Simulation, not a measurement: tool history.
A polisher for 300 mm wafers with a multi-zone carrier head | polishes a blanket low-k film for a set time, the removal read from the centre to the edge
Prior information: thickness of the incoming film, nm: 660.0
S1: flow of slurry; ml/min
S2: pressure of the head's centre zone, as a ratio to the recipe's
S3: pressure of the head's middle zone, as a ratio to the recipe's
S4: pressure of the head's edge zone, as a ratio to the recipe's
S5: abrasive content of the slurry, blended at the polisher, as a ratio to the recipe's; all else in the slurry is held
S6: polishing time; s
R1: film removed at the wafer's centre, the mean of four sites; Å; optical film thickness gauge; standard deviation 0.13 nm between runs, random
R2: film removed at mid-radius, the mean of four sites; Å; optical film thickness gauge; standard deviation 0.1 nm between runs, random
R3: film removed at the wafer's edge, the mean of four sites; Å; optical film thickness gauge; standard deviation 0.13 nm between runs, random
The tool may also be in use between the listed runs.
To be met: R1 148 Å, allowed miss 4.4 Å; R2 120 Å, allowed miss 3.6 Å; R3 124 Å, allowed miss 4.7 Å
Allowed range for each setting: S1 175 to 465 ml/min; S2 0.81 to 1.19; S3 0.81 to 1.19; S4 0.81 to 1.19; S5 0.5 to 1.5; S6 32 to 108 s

run 1 hour=0 | S1=295 S2=1 S3=1 S4=1 S5=1 S6=70 | R1=227.47 R2=201.07 R3=206.91
run 2 hour=5.7 | S1=295 S2=1 S3=1 S4=1 S5=1 S6=84 | R1=266.55 R2=241.56 R3=241.98
run 3 hour=11.2 | S1=295 S2=1 S3=0.98 S4=0.96 S5=0.85 S6=76 | R1=230.12 R2=203.76 R3=205.23
run 4 hour=18.2 | S1=295 S2=1 S3=0.98 S4=0.96 S5=0.7 S6=76 | R1=211.14 R2=188.25 R3=187.6
run 5 hour=19.3 | S1=295 S2=1 S3=0.96 S4=0.94 S5=0.65 S6=70 | R1=191.2 R2=165.92 R3=171.91
run 6 hour=24.1 | S1=295 S2=1 S3=0.96 S4=0.94 S5=0.75 S6=70 | R1=201.22 R2=174.82 R3=179.63
-- hour=31.1 centre zone pressure recalibrated
run 7 hour=31.1 | S1=295 S2=1.01 S3=0.95 S4=0.92 S5=0.7 S6=65 | R1=167.82 R2=156.11 R3=159.72
run 8 hour=38.5 | S1=295 S2=1.06 S3=0.96 S4=0.95 S5=0.65 S6=62 | R1=158.69 R2=146.37 R3=151.68
run 9 hour=45.5 | S1=280 S2=1.13 S3=0.87 S4=0.85 S5=0.5 S6=57 | R1=142.19 R2=111.62 R3=120.67
run 10 hour=47.5 | S1=295 S2=1.14 S3=0.88 S4=0.85 S5=0.5 S6=57 | R1=145.56 R2=114.56 R3=120.69
run 11 hour=50.8 | S1=305 S2=1.14 S3=0.89 S4=0.86 S5=0.5 S6=57 | R1=143.9 R2=115.89 R3=122.34
run 12 hour=56.2 | S1=310 S2=1.15 S3=0.89 S4=0.86 S5=0.5 S6=57 | R1=146.04 R2=115.89 R3=120.07
run 13 hour=58.2 | S1=310 S2=1.15 S3=0.89 S4=0.87 S5=0.5 S6=57 | R1=146.47 R2=115.3 R3=121.71

Next run, 4 choices. One meets every target within its allowed miss, the rest don't. Which?
run A hour=60.2 | S1=210 S2=1.17 S3=0.85 S4=0.9 S5=0.85 S6=52 | R1=? R2=? R3=?
run B hour=60.2 | S1=255 S2=1.03 S3=0.96 S4=0.99 S5=0.5 S6=62 | R1=? R2=? R3=?
run C hour=60.2 | S1=200 S2=1.12 S3=0.83 S4=0.89 S5=0.55 S6=63 | R1=? R2=? R3=?
run D hour=60.2 | S1=320 S2=1.15 S3=0.92 S4=0.88 S5=0.5 S6=57 | R1=? R2=? R3=?

move=A R1=157.27 R2=121.64 R3=135.92
move=B R1=138.54 R2=132.46 R3=138.89
move=C R1=153.7 R2=122.24 R3=138.62
move=D R1=145.53 R2=120.55 R3=124.95
A: gets the furthest-off result to its target, but another result is out of tolerance
B: pushes the last run's worst result past its target
C: gets the furthest-off result to its target, but another result is out of tolerance
D: every result within its allowed miss
The right move is D.

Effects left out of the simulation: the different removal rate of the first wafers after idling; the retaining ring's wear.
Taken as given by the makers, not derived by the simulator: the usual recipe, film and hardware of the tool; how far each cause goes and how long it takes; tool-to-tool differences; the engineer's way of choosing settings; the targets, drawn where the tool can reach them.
